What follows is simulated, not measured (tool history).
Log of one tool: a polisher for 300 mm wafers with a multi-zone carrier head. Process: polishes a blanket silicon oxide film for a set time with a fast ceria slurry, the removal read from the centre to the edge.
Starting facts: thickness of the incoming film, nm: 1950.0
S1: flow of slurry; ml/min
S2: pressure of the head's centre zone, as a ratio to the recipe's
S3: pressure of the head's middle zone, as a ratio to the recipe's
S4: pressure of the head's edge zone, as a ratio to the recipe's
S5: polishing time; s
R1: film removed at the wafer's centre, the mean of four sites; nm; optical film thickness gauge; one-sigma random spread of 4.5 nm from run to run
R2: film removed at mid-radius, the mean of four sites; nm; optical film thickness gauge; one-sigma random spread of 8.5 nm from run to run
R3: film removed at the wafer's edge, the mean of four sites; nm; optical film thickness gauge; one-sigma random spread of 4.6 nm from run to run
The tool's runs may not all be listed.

Run 1, day 0: S1 200 ml/min, S2 1, S3 1, S4 1, S5 40 s. Result: R1 593.76 nm, R2 587.6 nm, R3 592.12 nm.
Run 2, day 0.246: S1 150 ml/min, S2 1, S3 1, S4 1, S5 40 s. Result: R1 563.79 nm, R2 565.04 nm, R3 572.52 nm.
Run 3, day 0.492: S1 170 ml/min, S2 0.98, S3 0.99, S4 1.04, S5 41 s. Result: R1 576.18 nm, R2 583.99 nm, R3 600.8 nm.
Run 4, day 0.85: S1 170 ml/min, S2 1.04, S3 0.99, S4 1.04, S5 41 s. Result: R1 617.06 nm, R2 597.62 nm, R3 609.81 nm.
Run 5, day 0.988: S1 170 ml/min, S2 1.04, S3 0.92, S4 1.04, S5 41 s. Result: R1 612.09 nm, R2 551.65 nm, R3 602.77 nm.
Run 6, day 1.192: S1 175 ml/min, S2 1.01, S3 0.92, S4 1.07, S5 42 s. Result: R1 614.79 nm, R2 576.56 nm, R3 621.16 nm.
Run 7, day 1.479: S1 135 ml/min, S2 0.91, S3 0.82, S4 1.17, S5 48 s. Result: R1 612.62 nm, R2 575.67 nm, R3 741.2 nm.
Run 8, day 1.608: S1 135 ml/min, S2 0.9, S3 0.84, S4 1.15, S5 48 s. Result: R1 602.13 nm, R2 594.63 nm, R3 743.38 nm.
Run 9, day 1.729: S1 135 ml/min, S2 0.9, S3 0.85, S4 1.13, S5 48 s. Result: R1 598.89 nm, R2 606.31 nm, R3 723 nm.

Run 10, settings as shown, results not yet in. Your forecast:
Run 10, day 2.038: S1 130 ml/min, S2 0.89, S3 0.86, S4 1.12, S5 48 s. Result: R1 ?, R2 ?, R3 ?.

R1: 602.38 nm
R2: 604.24 nm
R3: 734.24 nm
